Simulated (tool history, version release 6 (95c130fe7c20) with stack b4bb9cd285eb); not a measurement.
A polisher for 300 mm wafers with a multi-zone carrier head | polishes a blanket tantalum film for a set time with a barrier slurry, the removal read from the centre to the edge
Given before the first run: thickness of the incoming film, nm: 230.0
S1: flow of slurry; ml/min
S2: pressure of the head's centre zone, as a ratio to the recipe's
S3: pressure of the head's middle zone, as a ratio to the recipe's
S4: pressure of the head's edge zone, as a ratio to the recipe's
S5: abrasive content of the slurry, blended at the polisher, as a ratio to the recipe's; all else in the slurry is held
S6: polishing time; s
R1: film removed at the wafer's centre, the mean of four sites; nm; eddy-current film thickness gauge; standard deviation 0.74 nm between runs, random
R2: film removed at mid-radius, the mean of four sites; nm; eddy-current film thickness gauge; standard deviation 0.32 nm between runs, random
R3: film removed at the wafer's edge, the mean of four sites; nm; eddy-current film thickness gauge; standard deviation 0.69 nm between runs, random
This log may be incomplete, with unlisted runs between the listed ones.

run  hour   S1    S2    S3    S4    S5  S6      R1      R2      R3
  1   0.0  245  1.00  1.00  1.00  1.00  59  95.598  91.159  88.812
  2   6.5  240  0.99  0.97  0.99  0.90  56  85.236  82.624  81.951
  3  12.5  240  0.99  0.97  0.99  1.00  56  86.104  85.007  82.943
  4  19.2  240  0.99  0.97  0.99  1.10  56  88.996  85.785  88.155
  5  23.5  240  0.99  0.97  0.99  0.95  56  83.560  84.267  84.231
  6  29.2  240  1.02  0.95  0.99  0.90  52  80.623  76.666  77.004
  7  33.9  235  1.03  0.93  0.99  0.85  49  78.483  69.260  71.571

Estimate the outcome of run 8 from the log above:
  8  41.7  230  1.02  0.91  0.98  0.80  47   ?   ?   ?

Run 8 came out at R1 73.033 nm, R2 64.556 nm, R3 67.858 nm.

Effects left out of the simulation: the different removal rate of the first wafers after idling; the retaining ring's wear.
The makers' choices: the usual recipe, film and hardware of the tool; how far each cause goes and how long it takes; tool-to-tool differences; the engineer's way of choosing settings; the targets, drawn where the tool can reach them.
